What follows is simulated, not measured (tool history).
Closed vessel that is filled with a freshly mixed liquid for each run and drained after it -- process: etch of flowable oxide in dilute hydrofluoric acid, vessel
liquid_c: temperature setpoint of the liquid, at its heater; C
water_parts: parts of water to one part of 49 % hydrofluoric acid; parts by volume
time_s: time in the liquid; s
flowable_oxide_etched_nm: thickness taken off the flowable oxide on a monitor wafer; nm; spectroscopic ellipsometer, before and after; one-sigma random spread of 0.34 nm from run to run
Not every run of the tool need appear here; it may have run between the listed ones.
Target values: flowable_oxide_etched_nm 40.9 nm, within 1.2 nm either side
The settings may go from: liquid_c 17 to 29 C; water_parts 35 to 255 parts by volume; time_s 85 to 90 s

run	hour	liquid_c	water_parts	time_s	flowable_oxide_etched_nm
1	0	21	145	85	25.325
2	4.4	21	145	85	25.246
3	10.3	21	165	85	21.38
4	15.9	21	215	85	15.786
5	18.6	23	190	85	19.923
6	23.8	23	190	90	21.268
7	25.7	27	135	90	36.379
8	28.1	27.5	135	90	37.483

Below are 5 possible settings for the next run. Only one of them brings all results inside the allowed miss of their targets. Which is it?
A	30.5	27	130	90	?
B	30.5	25	135	85	?
C	30.5	24	115	85	?
D	30.5	29	130	85	?
E	30.5	25	115	90	?

move	flowable_oxide_etched_nm
A	38.009
B	31.846
C	36.835
D	38.676
E	40.553
A: gains on the last run, yet a result remains outside its allowed miss
B: the biggest miss grows against the last run
C: the biggest miss grows against the last run
D: gains on the last run, yet a result remains outside its allowed miss
E: every result within its allowed miss
The move that meets every target is E.

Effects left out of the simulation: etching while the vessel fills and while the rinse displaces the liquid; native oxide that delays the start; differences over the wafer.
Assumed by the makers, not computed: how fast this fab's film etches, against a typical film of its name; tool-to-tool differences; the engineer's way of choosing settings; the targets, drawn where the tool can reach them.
